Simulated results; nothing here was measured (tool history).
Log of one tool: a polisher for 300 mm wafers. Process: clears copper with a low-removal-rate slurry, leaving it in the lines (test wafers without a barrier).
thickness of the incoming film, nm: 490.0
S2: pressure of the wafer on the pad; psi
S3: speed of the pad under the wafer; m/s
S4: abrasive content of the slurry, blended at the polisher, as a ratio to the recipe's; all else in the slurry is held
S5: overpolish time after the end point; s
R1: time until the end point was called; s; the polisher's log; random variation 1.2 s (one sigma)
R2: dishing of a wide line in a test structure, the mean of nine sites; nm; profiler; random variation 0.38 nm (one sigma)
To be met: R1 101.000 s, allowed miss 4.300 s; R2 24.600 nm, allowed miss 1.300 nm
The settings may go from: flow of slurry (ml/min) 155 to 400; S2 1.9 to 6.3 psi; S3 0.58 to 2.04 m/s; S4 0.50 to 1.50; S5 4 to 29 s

{"run": 1, "day": 0.0, "flow of slurry (ml/min)": 255, "S2": 4.1, "S3": 1.3, "S4": 1.0, "S5": 15, "R1": 71.925, "R2": 44.874}
{"run": 2, "day": 0.279, "flow of slurry (ml/min)": 255, "S2": 4.1, "S3": 1.3, "S4": 1.0, "S5": 12, "R1": 71.01, "R2": 40.646}
{"run": 3, "day": 0.554, "flow of slurry (ml/min)": 255, "S2": 4.1, "S3": 1.3, "S4": 1.0, "S5": 17, "R1": 70.397, "R2": 49.146}
{"run": 4, "day": 0.788, "flow of slurry (ml/min)": 220, "S2": 4.1, "S3": 1.3, "S4": 1.0, "S5": 17, "R1": 71.373, "R2": 49.098}
{"run": 5, "day": 0.912, "flow of slurry (ml/min)": 220, "S2": 4.1, "S3": 1.3, "S4": 1.0, "S5": 14, "R1": 70.79, "R2": 45.314}
{"run": 6, "day": 0.958, "flow of slurry (ml/min)": 220, "S2": 4.1, "S3": 1.3, "S4": 0.8, "S5": 14, "R1": 76.422, "R2": 42.688}
{"run": 7, "day": 1.108, "flow of slurry (ml/min)": 225, "S2": 3.8, "S3": 1.3, "S4": 0.8, "S5": 11, "R1": 82.143, "R2": 35.004}
{"run": 8, "day": 1.229, "flow of slurry (ml/min)": 225, "S2": 3.6, "S3": 1.3, "S4": 0.8, "S5": 10, "R1": 85.87, "R2": 30.781}
{"run": 9, "day": 1.4, "flow of slurry (ml/min)": 225, "S2": 3.4, "S3": 1.3, "S4": 0.8, "S5": 10, "R1": 88.572, "R2": 29.456}
{"run": 10, "day": 1.5, "flow of slurry (ml/min)": 225, "S2": 3.2, "S3": 1.3, "S4": 0.8, "S5": 10, "R1": 94.757, "R2": 28.269}
{"run": 11, "day": 1.612, "flow of slurry (ml/min)": 225, "S2": 3.1, "S3": 1.3, "S4": 0.8, "S5": 10, "R1": 98.364, "R2": 27.958}
{"run": 12, "day": 1.804, "flow of slurry (ml/min)": 225, "S2": 3.0, "S3": 1.3, "S4": 0.8, "S5": 7, "R1": 102.46, "R2": 20.187}
{"run": 13, "day": 2.062, "flow of slurry (ml/min)": 225, "S2": 3.1, "S3": 1.3, "S4": 0.75, "S5": 7, "R1": 99.972, "R2": 20.935}
{"run": 14, "day": 2.35, "flow of slurry (ml/min)": 225, "S2": 3.1, "S3": 1.3, "S4": 0.75, "S5": 8, "R1": 99.495, "R2": 22.832}

4 next moves are on the table. One of them brings every result within its allowed miss. Which?
{"run": "A", "day": 2.638, "flow of slurry (ml/min)": 215, "S2": 3.3, "S3": 1.4, "S4": 0.7, "S5": 8, "R1": "?", "R2": "?"}
{"run": "B", "day": 2.638, "flow of slurry (ml/min)": 245, "S2": 3.2, "S3": 1.18, "S4": 0.85, "S5": 9, "R1": "?", "R2": "?"}
{"run": "C", "day": 2.638, "flow of slurry (ml/min)": 195, "S2": 3.8, "S3": 1.14, "S4": 0.6, "S5": 7, "R1": "?", "R2": "?"}
{"run": "D", "day": 2.638, "flow of slurry (ml/min)": 160, "S2": 3.0, "S3": 1.56, "S4": 0.65, "S5": 8, "R1": "?", "R2": "?"}

move=A R1=90.308 R2=25.098
move=B R1=103.190 R2=24.755
move=C R1=101.790 R2=20.535
move=D R1=92.790 R2=24.454
A: brings the result that was furthest off to its target, and leaves another outside
B: meets every target
C: further off than the last run
D: brings the result that was furthest off to its target, and leaves another outside
The right move is B.
